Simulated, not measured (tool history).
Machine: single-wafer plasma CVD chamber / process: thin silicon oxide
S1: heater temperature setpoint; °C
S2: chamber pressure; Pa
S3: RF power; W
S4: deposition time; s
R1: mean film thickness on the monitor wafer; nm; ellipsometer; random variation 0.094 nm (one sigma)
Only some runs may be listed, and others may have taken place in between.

Run 1, day 0.000: S1 395 °C, S2 139 Pa, S3 220 W, S4 12.0 s. Result: R1 24.624 nm.
Run 2, day 0.154: S1 395 °C, S2 139 Pa, S3 230 W, S4 12.0 s. Result: R1 24.814 nm.
Run 3, day 0.283: S1 395 °C, S2 132 Pa, S3 230 W, S4 12.0 s. Result: R1 24.126 nm.
Run 4, day 0.600: S1 395 °C, S2 127 Pa, S3 230 W, S4 12.0 s. Result: R1 23.584 nm.
Run 5, day 0.858: S1 395 °C, S2 127 Pa, S3 255 W, S4 12.0 s. Result: R1 24.456 nm.
Run 6, day 0.988: S1 395 °C, S2 120 Pa, S3 255 W, S4 12.0 s. Result: R1 23.508 nm.
Run 7, day 1.233: S1 395 °C, S2 116 Pa, S3 255 W, S4 12.0 s. Result: R1 22.784 nm.
Run 8, day 1.483: S1 395 °C, S2 113 Pa, S3 255 W, S4 12.0 s. Result: R1 22.328 nm.

Run 9, settings as shown, results not yet in. Your forecast:
Run 9, day 1.650: S1 395 °C, S2 113 Pa, S3 255 W, S4 12.0 s. Result: R1 ?.

{"run 9": {"R1": 22.346}}
